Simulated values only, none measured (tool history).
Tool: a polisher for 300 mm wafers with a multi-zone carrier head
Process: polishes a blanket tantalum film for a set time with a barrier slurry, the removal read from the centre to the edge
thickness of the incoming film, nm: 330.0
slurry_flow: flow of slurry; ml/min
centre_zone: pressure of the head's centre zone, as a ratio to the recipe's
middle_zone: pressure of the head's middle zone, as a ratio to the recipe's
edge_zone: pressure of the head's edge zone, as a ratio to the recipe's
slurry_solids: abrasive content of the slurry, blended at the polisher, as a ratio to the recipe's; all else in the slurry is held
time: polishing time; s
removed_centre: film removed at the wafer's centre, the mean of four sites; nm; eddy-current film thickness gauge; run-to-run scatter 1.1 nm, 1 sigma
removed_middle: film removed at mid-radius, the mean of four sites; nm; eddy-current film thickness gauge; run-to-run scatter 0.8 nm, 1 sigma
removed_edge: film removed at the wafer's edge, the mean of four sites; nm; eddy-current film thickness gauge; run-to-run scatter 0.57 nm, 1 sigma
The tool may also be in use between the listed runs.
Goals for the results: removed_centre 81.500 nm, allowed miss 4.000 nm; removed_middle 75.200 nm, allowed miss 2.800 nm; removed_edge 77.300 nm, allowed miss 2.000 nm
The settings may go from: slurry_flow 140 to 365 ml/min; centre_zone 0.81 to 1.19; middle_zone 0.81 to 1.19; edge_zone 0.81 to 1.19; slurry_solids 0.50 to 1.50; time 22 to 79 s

run  hour  slurry_flow  centre_zone  middle_zone  edge_zone  slurry_solids  time  removed_centre  removed_middle  removed_edge
  1   0.0          235         1.00         1.00       1.00           1.00    50          92.471          90.301        87.385
  2   3.3          230         0.99         0.99       0.99           1.00    50          90.219          90.175        87.820
  3   7.8          230         0.99         0.98       0.98           0.95    50          86.170          87.280        84.964
  4  14.1          230         0.94         0.98       0.98           0.95    50          83.010          86.263        85.227
  5  19.5          230         0.94         0.98       0.91           0.95    50          83.728          88.114        81.961
  6  26.1          185         0.94         0.98       0.91           0.95    50          81.849          83.047        79.644
  7  32.4          180         0.94         0.97       0.91           0.95    50          81.210          81.016        78.739
  8  41.1          175         0.94         0.97       0.91           0.95    50          78.445          80.361        79.831
  9  42.6          175         0.94         0.97       0.91           0.95    50          79.522          82.158        78.661
 10  46.4          170         0.95         0.96       0.91           0.95    50          80.474          82.630        78.314
 11  54.4          165         0.97         0.95       0.93           0.95    50          80.460          80.196        79.845
 12  59.7          165         0.98         0.94       0.93           0.95    50          82.880          77.754        80.090

Which single option among these 5 for the next run brings every result within its allowed miss of target? Just one does.
  A  65.0          150         1.01         0.92       0.92           0.85    51               ?               ?             ?
  B  65.0          175         0.99         0.86       0.98           1.00    49               ?               ?             ?
  C  65.0          140         1.00         0.85       0.97           0.65    61               ?               ?             ?
  D  65.0          175         0.93         0.92       0.95           0.85    54               ?               ?             ?
  E  65.0          175         1.04         1.04       0.85           1.05    47               ?               ?             ?

move  removed_centre  removed_middle  removed_edge
   A          82.003          74.493        75.987
   B          84.505          73.613        81.119
   C          86.349          74.331        83.469
   D          83.763          81.545        83.643
   E          86.009          83.948        73.728
A: all results in spec
B: moves away from the targets compared with the last run
C: moves away from the targets compared with the last run
D: moves away from the targets compared with the last run
E: pushes the last run's worst result past its target
Move A is the one to make.
